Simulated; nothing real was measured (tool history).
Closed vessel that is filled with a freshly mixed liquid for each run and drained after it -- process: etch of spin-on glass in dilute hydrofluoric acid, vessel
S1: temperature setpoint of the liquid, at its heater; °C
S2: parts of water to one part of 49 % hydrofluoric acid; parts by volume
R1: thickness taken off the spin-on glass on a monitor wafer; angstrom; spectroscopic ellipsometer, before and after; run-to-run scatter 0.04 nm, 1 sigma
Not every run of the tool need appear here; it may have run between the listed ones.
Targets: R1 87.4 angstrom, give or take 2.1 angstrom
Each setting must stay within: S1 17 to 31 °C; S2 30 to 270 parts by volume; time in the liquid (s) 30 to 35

{"run": 1, "day": 0.0, "S1": 23, "S2": 150, "time in the liquid (s)": 35, "R1": 81.647}
{"run": 2, "day": 0.142, "S1": 23, "S2": 150, "time in the liquid (s)": 35, "R1": 81.572}
{"run": 3, "day": 0.246, "S1": 23.5, "S2": 150, "time in the liquid (s)": 35, "R1": 83.199}
{"run": 4, "day": 0.496, "S1": 20, "S2": 150, "time in the liquid (s)": 35, "R1": 72.55}
{"run": 5, "day": 0.642, "S1": 20, "S2": 150, "time in the liquid (s)": 35, "R1": 73.024}
{"run": 6, "day": 0.867, "S1": 20, "S2": 120, "time in the liquid (s)": 35, "R1": 93.661}
{"run": 7, "day": 1.233, "S1": 19.5, "S2": 120, "time in the liquid (s)": 35, "R1": 91.342}
{"run": 8, "day": 1.454, "S1": 19, "S2": 120, "time in the liquid (s)": 35, "R1": 90.184}

Which single option among these 5 for the next run brings every result within its allowed miss of target? Just one does.
{"run": "A", "day": 1.675, "S1": 17.5, "S2": 110, "time in the liquid (s)": 35, "R1": "?"}
{"run": "B", "day": 1.675, "S1": 21, "S2": 125, "time in the liquid (s)": 35, "R1": "?"}
{"run": "C", "day": 1.675, "S1": 17, "S2": 100, "time in the liquid (s)": 30, "R1": "?"}
{"run": "D", "day": 1.675, "S1": 20, "S2": 105, "time in the liquid (s)": 30, "R1": "?"}
{"run": "E", "day": 1.675, "S1": 18.5, "S2": 115, "time in the liquid (s)": 35, "R1": "?"}

move=A R1=93.81
move=B R1=93.912
move=C R1=87.44
move=D R1=93.921
move=E R1=93.096
A: misses by more than the last run did
B: misses by more than the last run did
C: every result within its allowed miss
D: misses by more than the last run did
E: misses by more than the last run did
C is the move that brings every result within its allowed miss.

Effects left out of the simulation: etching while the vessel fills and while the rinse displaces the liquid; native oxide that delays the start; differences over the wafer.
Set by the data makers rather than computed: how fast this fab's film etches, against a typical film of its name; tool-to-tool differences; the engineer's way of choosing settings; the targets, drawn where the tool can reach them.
